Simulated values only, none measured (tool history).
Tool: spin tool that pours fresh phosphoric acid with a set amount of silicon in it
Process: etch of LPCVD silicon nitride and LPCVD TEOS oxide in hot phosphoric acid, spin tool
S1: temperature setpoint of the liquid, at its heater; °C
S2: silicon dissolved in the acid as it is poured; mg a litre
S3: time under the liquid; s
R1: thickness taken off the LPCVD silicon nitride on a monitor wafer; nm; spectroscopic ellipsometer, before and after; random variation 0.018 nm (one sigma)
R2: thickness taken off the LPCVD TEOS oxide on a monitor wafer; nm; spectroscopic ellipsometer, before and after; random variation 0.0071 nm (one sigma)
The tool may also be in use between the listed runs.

run	hour	S1	S2	S3	R1	R2
1	0.0	162.0	19.5	180	17.7720	0.58884
2	1.0	160.5	19.0	125	11.6930	0.34049
3	8.0	160.5	15.0	125	11.6680	0.39774
4	13.2	159.0	15.0	125	11.1200	0.34399
5	19.3	158.5	12.5	90	7.8934	0.27111
6	25.5	158.0	12.5	70	6.0108	0.19824
7	26.1	157.5	12.0	65	5.4885	0.18149
8	28.0	157.5	11.5	65	5.5122	0.16722
9	28.7	157.0	6.5	45	3.7556	0.14636
10	31.9	158.0	9.0	40	3.4459	0.11836
11	40.6	158.0	10.5	45	3.8736	0.11973

Run 12 comes next. What will it give?
12	46.3	158.0	10.5	50	?	?

R1: 4.3064 nm
R2: 0.13758 nm
